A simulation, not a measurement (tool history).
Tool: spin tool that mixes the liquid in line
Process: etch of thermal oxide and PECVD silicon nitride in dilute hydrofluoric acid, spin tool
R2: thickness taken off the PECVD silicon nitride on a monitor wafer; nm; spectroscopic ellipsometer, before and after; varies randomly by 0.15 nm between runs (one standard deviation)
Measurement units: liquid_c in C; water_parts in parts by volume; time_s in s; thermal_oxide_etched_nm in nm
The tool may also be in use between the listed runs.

run 1 day=0.000 | liquid_c=21.0 water_parts=55 time_s=115 | thermal_oxide_etched_nm=9.4778 R2=7.2542
run 2 day=0.092 | liquid_c=21.0 water_parts=45 time_s=115 | thermal_oxide_etched_nm=11.8960 R2=8.7457
run 3 day=0.292 | liquid_c=22.5 water_parts=35 time_s=115 | thermal_oxide_etched_nm=16.3820 R2=12.3060
run 4 day=0.388 | liquid_c=22.5 water_parts=35 time_s=165 | thermal_oxide_etched_nm=23.4630 R2=17.8360
run 5 day=0.550 | liquid_c=22.5 water_parts=35 time_s=185 | thermal_oxide_etched_nm=26.3880 R2=19.7280
run 6 day=0.654 | liquid_c=22.5 water_parts=40 time_s=185 | thermal_oxide_etched_nm=22.9520 R2=17.5120
run 7 day=0.688 | liquid_c=22.5 water_parts=35 time_s=185 | thermal_oxide_etched_nm=26.4070 R2=19.8500
run 8 day=1.046 | liquid_c=22.5 water_parts=40 time_s=185 | thermal_oxide_etched_nm=22.7130 R2=17.5790
run 9 day=1.133 | liquid_c=22.5 water_parts=35 time_s=185 | thermal_oxide_etched_nm=26.4730 R2=19.8010
run 10 day=1.375 | liquid_c=22.5 water_parts=40 time_s=185 | thermal_oxide_etched_nm=22.9920 R2=17.6180

Run 11 is up next; what results do you expect?
run 11 day=1.517 | liquid_c=22.5 water_parts=35 time_s=180 | thermal_oxide_etched_nm=? R2=?

{"run 11": {"thermal_oxide_etched_nm": 25.178, "R2": 19.457}}
